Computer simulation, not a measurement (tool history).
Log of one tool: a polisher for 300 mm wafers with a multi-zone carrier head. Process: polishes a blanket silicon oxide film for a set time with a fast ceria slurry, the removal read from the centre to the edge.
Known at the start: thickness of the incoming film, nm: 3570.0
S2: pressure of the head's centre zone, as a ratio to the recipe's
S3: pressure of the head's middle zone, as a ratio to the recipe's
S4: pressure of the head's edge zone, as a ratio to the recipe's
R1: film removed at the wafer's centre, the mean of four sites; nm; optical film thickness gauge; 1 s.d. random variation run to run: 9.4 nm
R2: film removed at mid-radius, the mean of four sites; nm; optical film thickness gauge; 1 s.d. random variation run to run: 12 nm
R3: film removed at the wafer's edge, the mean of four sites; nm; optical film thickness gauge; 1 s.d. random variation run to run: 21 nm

Run 1, day 0.000: flow of slurry (ml/min) 285, S2 1.00, S3 1.00, S4 1.00, polishing time (s) 59. Result: R1 1427.9 nm, R2 1430.9 nm, R3 1439.0 nm.
Run 2, day 0.142: flow of slurry (ml/min) 280, S2 0.98, S3 1.00, S4 1.00, polishing time (s) 59. Result: R1 1366.1 nm, R2 1424.2 nm, R3 1472.2 nm.
Run 3, day 0.412: flow of slurry (ml/min) 280, S2 1.04, S3 1.00, S4 1.00, polishing time (s) 59. Result: R1 1475.2 nm, R2 1409.4 nm, R3 1459.0 nm.
Run 4, day 0.708: flow of slurry (ml/min) 280, S2 1.04, S3 0.91, S4 1.00, polishing time (s) 59. Result: R1 1446.8 nm, R2 1313.9 nm, R3 1453.7 nm.
Run 5, day 0.812: flow of slurry (ml/min) 275, S2 1.02, S3 0.93, S4 0.99, polishing time (s) 59. Result: R1 1435.0 nm, R2 1327.3 nm, R3 1455.6 nm.
Run 6, day 1.083: flow of slurry (ml/min) 275, S2 1.02, S3 0.93, S4 0.99, polishing time (s) 73. Result: R1 1794.8 nm, R2 1654.7 nm, R3 1829.0 nm.
Run 7, day 1.350: flow of slurry (ml/min) 275, S2 0.99, S3 0.94, S4 0.97, polishing time (s) 71. Result: R1 1704.2 nm, R2 1619.5 nm, R3 1748.4 nm.

Estimate the outcome of run 8 from the log above:
Run 8, day 1.629: flow of slurry (ml/min) 275, S2 0.96, S3 0.95, S4 0.96, polishing time (s) 69. Result: R1 ?, R2 ?, R3 ?.

{"run 8": {"R1": 1582.5, "R2": 1592.3, "R3": 1637.5}}

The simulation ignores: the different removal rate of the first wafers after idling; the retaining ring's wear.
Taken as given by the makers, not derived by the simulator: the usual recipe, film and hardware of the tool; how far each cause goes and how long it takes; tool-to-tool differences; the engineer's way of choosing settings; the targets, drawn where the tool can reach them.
